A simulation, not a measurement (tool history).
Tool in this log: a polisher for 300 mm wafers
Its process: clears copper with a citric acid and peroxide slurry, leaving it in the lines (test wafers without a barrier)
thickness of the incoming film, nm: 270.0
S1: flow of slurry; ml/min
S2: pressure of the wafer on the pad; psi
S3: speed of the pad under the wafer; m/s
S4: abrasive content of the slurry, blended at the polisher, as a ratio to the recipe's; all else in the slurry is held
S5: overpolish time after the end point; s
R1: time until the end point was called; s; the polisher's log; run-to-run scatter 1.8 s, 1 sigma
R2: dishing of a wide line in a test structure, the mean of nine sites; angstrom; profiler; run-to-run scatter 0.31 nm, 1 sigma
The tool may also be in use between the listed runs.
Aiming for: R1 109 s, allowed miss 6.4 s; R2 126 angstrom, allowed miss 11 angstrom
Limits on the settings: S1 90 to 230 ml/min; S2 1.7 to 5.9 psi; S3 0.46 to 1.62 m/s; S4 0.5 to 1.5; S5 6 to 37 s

run 1 hour=0 | S1=150 S2=3.8 S3=1.04 S4=1 S5=19 | R1=80.019 R2=335.76
run 2 hour=1.3 | S1=150 S2=3.8 S3=1.04 S4=1 S5=27 | R1=78.81 R2=407.59
run 3 hour=10.1 | S1=150 S2=3.6 S3=1.06 S4=1 S5=25 | R1=81.942 R2=378.65
run 4 hour=11.7 | S1=145 S2=3.4 S3=1.08 S4=1 S5=23 | R1=85.012 R2=359.95
run 5 hour=15.8 | S1=155 S2=3.5 S3=1.02 S4=1 S5=21 | R1=86.295 R2=331.13
run 6 hour=23.2 | S1=170 S2=3.5 S3=1.02 S4=1 S5=21 | R1=85.411 R2=334.17
run 7 hour=27.5 | S1=175 S2=3.4 S3=1 S4=1.05 S5=19 | R1=86.225 R2=308.65
run 8 hour=28.6 | S1=180 S2=3.2 S3=0.98 S4=1.1 S5=18 | R1=93.889 R2=288.62
run 9 hour=34.9 | S1=185 S2=3.1 S3=0.98 S4=1.15 S5=17 | R1=93.329 R2=278.51
run 10 hour=39.5 | S1=185 S2=3.1 S3=0.98 S4=1.15 S5=17 | R1=94.047 R2=280.05
run 11 hour=40.6 | S1=190 S2=3 S3=0.98 S4=1.2 S5=16 | R1=92.775 R2=262.41
run 12 hour=48.2 | S1=195 S2=2.9 S3=0.98 S4=1.25 S5=15 | R1=93.477 R2=250.51
run 13 hour=52.3 | S1=200 S2=2.8 S3=0.98 S4=1.3 S5=14 | R1=99.137 R2=247.51
run 14 hour=55 | S1=205 S2=2.8 S3=0.96 S4=1.2 S5=13 | R1=101.53 R2=222.47
run 15 hour=62.2 | S1=210 S2=2.7 S3=0.98 S4=1.1 S5=12 | R1=104.24 R2=201.64
run 16 hour=63.3 | S1=210 S2=2.7 S3=1 S4=1.05 S5=11 | R1=106.08 R2=195.8
run 17 hour=67.9 | S1=215 S2=1.7 S3=1.02 S4=1.3 S5=6 | R1=138.36 R2=90.024
run 18 hour=73.2 | S1=215 S2=2.7 S3=1.02 S4=1.25 S5=7 | R1=96.664 R2=137.63

Consider the 4 candidate settings below. Which is the only one whose results all fall within their allowed miss of target?
run A hour=78.5 | S1=230 S2=3.1 S3=0.86 S4=1.25 S5=8 | R1=? R2=?
run B hour=78.5 | S1=170 S2=2.4 S3=1.14 S4=0.8 S5=7 | R1=? R2=?
run C hour=78.5 | S1=220 S2=2.7 S3=0.94 S4=1.3 S5=9 | R1=? R2=?
run D hour=78.5 | S1=230 S2=2.2 S3=1 S4=1.35 S5=9 | R1=? R2=?

move=A R1=99.153 R2=152.72
move=B R1=109.88 R2=124.88
move=C R1=102.85 R2=162.89
move=D R1=113.46 R2=150.04
A: moves away from the targets compared with the last run
B: each result inside its tolerance
C: brings the result that was furthest off to its target, and leaves another outside
D: brings the result that was furthest off to its target, and leaves another outside
B meets every target.

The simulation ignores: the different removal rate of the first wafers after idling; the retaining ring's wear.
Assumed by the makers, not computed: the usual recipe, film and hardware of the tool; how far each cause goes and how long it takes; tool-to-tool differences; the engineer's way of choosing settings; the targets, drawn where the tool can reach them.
